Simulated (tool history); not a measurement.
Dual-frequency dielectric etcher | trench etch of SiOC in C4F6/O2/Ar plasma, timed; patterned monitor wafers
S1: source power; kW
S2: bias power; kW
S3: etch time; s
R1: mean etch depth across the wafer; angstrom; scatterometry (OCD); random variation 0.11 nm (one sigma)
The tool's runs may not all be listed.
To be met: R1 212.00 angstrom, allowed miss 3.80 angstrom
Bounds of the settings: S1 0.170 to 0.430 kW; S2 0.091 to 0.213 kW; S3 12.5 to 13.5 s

run 1 hour=0.0 | S1=0.300 S2=0.152 S3=13.5 | R1=219.16
run 2 hour=4.9 | S1=0.290 S2=0.151 S3=13.5 | R1=216.64
run 3 hour=11.7 | S1=0.240 S2=0.151 S3=13.5 | R1=197.18
run 4 hour=14.8 | S1=0.240 S2=0.151 S3=12.5 | R1=183.24
-- hour=23.7 wet clean of the chamber
run 5 hour=23.7 | S1=0.190 S2=0.151 S3=12.5 | R1=165.50
run 6 hour=26.7 | S1=0.210 S2=0.152 S3=12.5 | R1=174.93
run 7 hour=33.9 | S1=0.230 S2=0.153 S3=12.5 | R1=185.34
run 8 hour=40.5 | S1=0.240 S2=0.153 S3=12.5 | R1=188.94

4 next moves are on the table. One of them brings every result within its allowed miss. Which?
run A hour=47.1 | S1=0.230 S2=0.211 S3=13.0 | R1=?
run B hour=47.1 | S1=0.260 S2=0.163 S3=13.0 | R1=?
run C hour=47.1 | S1=0.170 S2=0.166 S3=12.5 | R1=?
run D hour=47.1 | S1=0.180 S2=0.168 S3=13.5 | R1=?

move=A R1=220.36
move=B R1=211.89
move=C R1=160.52
move=D R1=181.69
A: takes the result that was furthest off past its target
B: meets every target
C: further off than the last run
D: further off than the last run
The right move is B.

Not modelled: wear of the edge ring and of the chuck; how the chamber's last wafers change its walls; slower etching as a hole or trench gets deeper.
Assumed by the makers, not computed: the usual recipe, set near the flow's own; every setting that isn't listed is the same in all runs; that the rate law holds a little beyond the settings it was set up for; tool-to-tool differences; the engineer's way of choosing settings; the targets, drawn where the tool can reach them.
